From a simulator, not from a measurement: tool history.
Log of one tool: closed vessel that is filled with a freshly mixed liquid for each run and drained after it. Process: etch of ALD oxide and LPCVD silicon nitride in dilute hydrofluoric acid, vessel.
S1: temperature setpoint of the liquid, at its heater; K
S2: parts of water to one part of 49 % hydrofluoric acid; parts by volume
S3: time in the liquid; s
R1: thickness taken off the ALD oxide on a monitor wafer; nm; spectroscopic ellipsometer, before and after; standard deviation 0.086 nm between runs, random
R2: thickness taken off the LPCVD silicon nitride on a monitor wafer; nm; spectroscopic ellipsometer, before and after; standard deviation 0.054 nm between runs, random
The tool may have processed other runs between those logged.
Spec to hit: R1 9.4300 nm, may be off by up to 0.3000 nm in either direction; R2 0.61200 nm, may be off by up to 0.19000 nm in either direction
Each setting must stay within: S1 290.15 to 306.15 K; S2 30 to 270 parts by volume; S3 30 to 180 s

Run 1, hour 0.0: S1 298.15 K, S2 150 parts by volume, S3 90 s. Result: R1 6.3775 nm, R2 0.37253 nm.
Run 2, hour 2.5: S1 299.15 K, S2 150 parts by volume, S3 90 s. Result: R1 6.6154 nm, R2 0.50651 nm.
Run 3, hour 9.3: S1 299.15 K, S2 150 parts by volume, S3 55 s. Result: R1 4.0357 nm, R2 0.26985 nm.
Run 4, hour 13.7: S1 299.15 K, S2 150 parts by volume, S3 35 s. Result: R1 2.5287 nm, R2 0.15284 nm.
Run 5, hour 19.4: S1 299.65 K, S2 135 parts by volume, S3 35 s. Result: R1 2.9129 nm, R2 0.20766 nm.
Run 6, hour 24.4: S1 299.65 K, S2 135 parts by volume, S3 30 s. Result: R1 2.5430 nm, R2 0.15741 nm.
Run 7, hour 32.3: S1 303.65 K, S2 75 parts by volume, S3 55 s. Result: R1 10.2760 nm, R2 0.72696 nm.
Run 8, hour 35.2: S1 302.15 K, S2 75 parts by volume, S3 55 s. Result: R1 9.9238 nm, R2 0.71533 nm.

4 candidate next runs follow, results not yet known. Just one meets every target within its allowed miss. Identify it.
Run A, hour 38.1: S1 294.15 K, S2 85 parts by volume, S3 90 s. Result: R1 ?, R2 ?.
Run B, hour 38.1: S1 297.65 K, S2 90 parts by volume, S3 85 s. Result: R1 ?, R2 ?.
Run C, hour 38.1: S1 295.65 K, S2 90 parts by volume, S3 90 s. Result: R1 ?, R2 ?.
Run D, hour 38.1: S1 300.15 K, S2 140 parts by volume, S3 115 s. Result: R1 ?, R2 ?.

move       R1       R2
   A  10.1330  0.66397
   B  10.3490  0.74933
   C  10.1130  0.69465
   D   9.3102  0.76800
A: its largest miss is bigger than the last run's
B: its largest miss is bigger than the last run's
C: its largest miss is bigger than the last run's
D: in spec on every target
Move D is the one to make.
